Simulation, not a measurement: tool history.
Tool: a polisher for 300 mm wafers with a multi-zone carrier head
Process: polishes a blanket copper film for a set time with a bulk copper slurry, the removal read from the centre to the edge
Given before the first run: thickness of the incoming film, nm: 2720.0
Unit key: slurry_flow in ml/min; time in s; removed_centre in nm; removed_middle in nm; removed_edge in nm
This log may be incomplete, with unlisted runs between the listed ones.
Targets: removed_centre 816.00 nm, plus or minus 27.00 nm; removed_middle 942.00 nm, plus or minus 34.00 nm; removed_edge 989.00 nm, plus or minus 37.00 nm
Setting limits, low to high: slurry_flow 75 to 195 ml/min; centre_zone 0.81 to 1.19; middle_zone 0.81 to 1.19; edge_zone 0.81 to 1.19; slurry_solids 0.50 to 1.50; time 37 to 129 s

{"run": 1, "hour": 0.0, "slurry_flow": 125, "centre_zone": 1.0, "middle_zone": 1.0, "edge_zone": 1.0, "slurry_solids": 1.0, "time": 83, "removed_centre": 661.94, "removed_middle": 649.94, "removed_edge": 684.59}
{"run": 2, "hour": 1.9, "slurry_flow": 135, "centre_zone": 0.97, "middle_zone": 1.02, "edge_zone": 1.05, "slurry_solids": 1.15, "time": 86, "removed_centre": 719.64, "removed_middle": 747.9, "removed_edge": 738.64}
{"run": 3, "hour": 3.5, "slurry_flow": 130, "centre_zone": 0.92, "middle_zone": 0.99, "edge_zone": 1.08, "slurry_solids": 1.25, "time": 92, "removed_centre": 765.58, "removed_middle": 790.32, "removed_edge": 827.19}
{"run": 4, "hour": 8.4, "slurry_flow": 130, "centre_zone": 0.89, "middle_zone": 1.0, "edge_zone": 1.11, "slurry_solids": 1.3, "time": 94, "removed_centre": 762.61, "removed_middle": 816.25, "removed_edge": 873.38}
{"hour": 10.7, "done": "centre zone pressure recalibrated"}
{"run": 5, "hour": 10.7, "slurry_flow": 140, "centre_zone": 0.87, "middle_zone": 1.01, "edge_zone": 1.13, "slurry_solids": 1.35, "time": 95, "removed_centre": 747.48, "removed_middle": 870.92, "removed_edge": 907.38}
{"run": 6, "hour": 18.3, "slurry_flow": 150, "centre_zone": 0.88, "middle_zone": 1.0, "edge_zone": 1.15, "slurry_solids": 1.4, "time": 95, "removed_centre": 795.45, "removed_middle": 881.88, "removed_edge": 927.41}
{"run": 7, "hour": 24.0, "slurry_flow": 155, "centre_zone": 0.87, "middle_zone": 1.0, "edge_zone": 1.16, "slurry_solids": 1.45, "time": 95, "removed_centre": 795.4, "removed_middle": 902.94, "removed_edge": 961.76}
{"run": 8, "hour": 30.2, "slurry_flow": 160, "centre_zone": 0.87, "middle_zone": 1.0, "edge_zone": 1.16, "slurry_solids": 1.45, "time": 95, "removed_centre": 787.58, "removed_middle": 893.17, "removed_edge": 963.43}

Below are 4 possible settings for the next run. Only one of them brings all results inside the allowed miss of their targets. Which is it?
{"run": "A", "hour": 36.4, "slurry_flow": 145, "centre_zone": 0.87, "middle_zone": 1.19, "edge_zone": 1.13, "slurry_solids": 1.5, "time": 94, "removed_centre": "?", "removed_middle": "?", "removed_edge": "?"}
{"run": "B", "hour": 36.4, "slurry_flow": 150, "centre_zone": 0.84, "middle_zone": 0.99, "edge_zone": 1.11, "slurry_solids": 1.15, "time": 109, "removed_centre": "?", "removed_middle": "?", "removed_edge": "?"}
{"run": "C", "hour": 36.4, "slurry_flow": 160, "centre_zone": 0.91, "middle_zone": 1.19, "edge_zone": 1.04, "slurry_solids": 1.45, "time": 95, "removed_centre": "?", "removed_middle": "?", "removed_edge": "?"}
{"run": "D", "hour": 36.4, "slurry_flow": 190, "centre_zone": 0.89, "middle_zone": 1.09, "edge_zone": 1.15, "slurry_solids": 1.5, "time": 90, "removed_centre": "?", "removed_middle": "?", "removed_edge": "?"}

move=A removed_centre=782.82 removed_middle=1017.30 removed_edge=923.72
move=B removed_centre=825.71 removed_middle=938.94 removed_edge=989.22
move=C removed_centre=825.27 removed_middle=1038.30 removed_edge=899.28
move=D removed_centre=803.39 removed_middle=948.46 removed_edge=926.03
A: takes the biggest miss from the last run beyond its target
B: hits every target within its allowed miss
C: takes the biggest miss from the last run beyond its target
D: the furthest-off result lands on target, but another misses its tolerance
So the answer is move B, the one that meets all the targets.

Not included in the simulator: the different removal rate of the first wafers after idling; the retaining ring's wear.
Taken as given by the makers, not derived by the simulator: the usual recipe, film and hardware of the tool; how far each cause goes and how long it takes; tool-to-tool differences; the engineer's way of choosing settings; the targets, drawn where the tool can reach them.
